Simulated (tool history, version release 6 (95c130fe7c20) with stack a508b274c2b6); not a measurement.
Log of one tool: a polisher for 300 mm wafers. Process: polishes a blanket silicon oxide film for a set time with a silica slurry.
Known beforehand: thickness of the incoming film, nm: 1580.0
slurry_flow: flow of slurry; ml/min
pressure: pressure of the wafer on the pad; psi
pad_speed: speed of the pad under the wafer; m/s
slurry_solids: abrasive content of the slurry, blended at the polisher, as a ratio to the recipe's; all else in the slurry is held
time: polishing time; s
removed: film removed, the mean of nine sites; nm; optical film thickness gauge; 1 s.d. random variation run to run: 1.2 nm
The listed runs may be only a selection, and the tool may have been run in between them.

Run 1, hour 0: slurry_flow 145 ml/min, pressure 2.6 psi, pad_speed 1.54 m/s, slurry_solids 1, time 64 s. Result: removed 172.83 nm.
Run 2, hour 6.5: slurry_flow 145 ml/min, pressure 2.6 psi, pad_speed 1.54 m/s, slurry_solids 1, time 67 s. Result: removed 179.6 nm.
Run 3, hour 8.7: slurry_flow 145 ml/min, pressure 2.6 psi, pad_speed 1.54 m/s, slurry_solids 1.15, time 67 s. Result: removed 189.72 nm.
Run 4, hour 16.6: slurry_flow 145 ml/min, pressure 2.6 psi, pad_speed 1.54 m/s, slurry_solids 1.1, time 67 s. Result: removed 185.42 nm.
Run 5, hour 19: slurry_flow 145 ml/min, pressure 2.2 psi, pad_speed 1.54 m/s, slurry_solids 1.1, time 67 s. Result: removed 160.38 nm.
Run 6, hour 27.5: slurry_flow 140 ml/min, pressure 2.2 psi, pad_speed 1.54 m/s, slurry_solids 1.1, time 67 s. Result: removed 157.51 nm.
Run 7, hour 34.6: slurry_flow 140 ml/min, pressure 2.2 psi, pad_speed 1.54 m/s, slurry_solids 1.1, time 67 s. Result: removed 157.55 nm.

Run 8, settings as shown, results not yet in. Your forecast:
Run 8, hour 37.9: slurry_flow 135 ml/min, pressure 2.2 psi, pad_speed 1.54 m/s, slurry_solids 1.1, time 67 s. Result: removed ?.

{"run 8": {"removed": 158}}

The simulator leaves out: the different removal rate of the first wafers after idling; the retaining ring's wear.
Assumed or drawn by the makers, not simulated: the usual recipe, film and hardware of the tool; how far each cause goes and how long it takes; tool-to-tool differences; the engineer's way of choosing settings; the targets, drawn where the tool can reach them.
